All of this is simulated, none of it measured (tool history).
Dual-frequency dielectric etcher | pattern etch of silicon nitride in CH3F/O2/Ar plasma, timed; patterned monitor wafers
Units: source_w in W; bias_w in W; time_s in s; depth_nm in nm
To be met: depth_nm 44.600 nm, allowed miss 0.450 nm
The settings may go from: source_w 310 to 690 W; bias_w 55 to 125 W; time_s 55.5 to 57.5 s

| run | hour | source_w | bias_w | time_s | depth_nm |
|---|---|---|---|---|---|
| 1 | 0.0 | 500 | 90 | 55.5 | 40.439 |
| 2 | 4.7 | 500 | 90 | 57.5 | 41.826 |
| 3 | 10.8 | 510 | 90 | 57.5 | 41.982 |
| 4 | 17.0 | 510 | 78 | 57.5 | 39.274 |
| 5 | 17.8 | 550 | 78 | 57.5 | 40.188 |
| 6 | 23.6 | 550 | 91 | 57.5 | 43.496 |
| 7 | 27.6 | 560 | 91 | 57.5 | 43.895 |
| 8 | 31.3 | 580 | 91 | 57.5 | 44.101 |
| 9 | 32.9 | 580 | 91 | 57.5 | 44.097 |

4 next moves are on the table. One of them brings every result within its allowed miss. Which?
| A | 34.5 | 590 | 91 | 56.5 | ? |
| B | 34.5 | 610 | 88 | 57.0 | ? |
| C | 34.5 | 600 | 93 | 55.5 | ? |
| D | 34.5 | 690 | 86 | 56.5 | ? |

| move | depth_nm |
|---|---|
| A | 43.669 |
| B | 43.859 |
| C | 43.572 |
| D | 44.834 |
A: further off than the last run
B: further off than the last run
C: further off than the last run
D: meets every target
The right move is D.
